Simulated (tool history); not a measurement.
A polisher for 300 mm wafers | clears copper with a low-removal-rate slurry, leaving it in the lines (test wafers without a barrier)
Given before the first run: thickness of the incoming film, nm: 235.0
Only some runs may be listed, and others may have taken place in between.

run,day,flow of slurry (ml/min),pressure of the wafer on the pad (kPa),speed of the pad under the wafer (cm/s),abrasive content of the slurry,overpolish time after the end point (s),time until the end point was called (s),dishing of a wide line in a test structure (Å)
1,0,170,15.2,94,1,10,137.6,120.44
2,0.358,170,15.2,94,1,6,138.23,76.289
3,0.467,205,15.2,94,1,6,130.51,77.771
4,0.712,190,15.9,94,1,8,130.17,106.85
# day 1.054: worn pad replaced by a new one
5,1.054,190,15.9,94,1,12,113.93,171.57
6,1.254,180,15.9,94,1,13,118.82,183.56
7,1.479,175,15.9,94,1,13,117.21,185.43

Estimate the outcome of run 8 from the log above:
8,1.542,165,15.9,94,1,13,?,?

Run 8 came out at time until the end point was called (s) 118.13, dishing of a wide line in a test structure (Å) 187.98.

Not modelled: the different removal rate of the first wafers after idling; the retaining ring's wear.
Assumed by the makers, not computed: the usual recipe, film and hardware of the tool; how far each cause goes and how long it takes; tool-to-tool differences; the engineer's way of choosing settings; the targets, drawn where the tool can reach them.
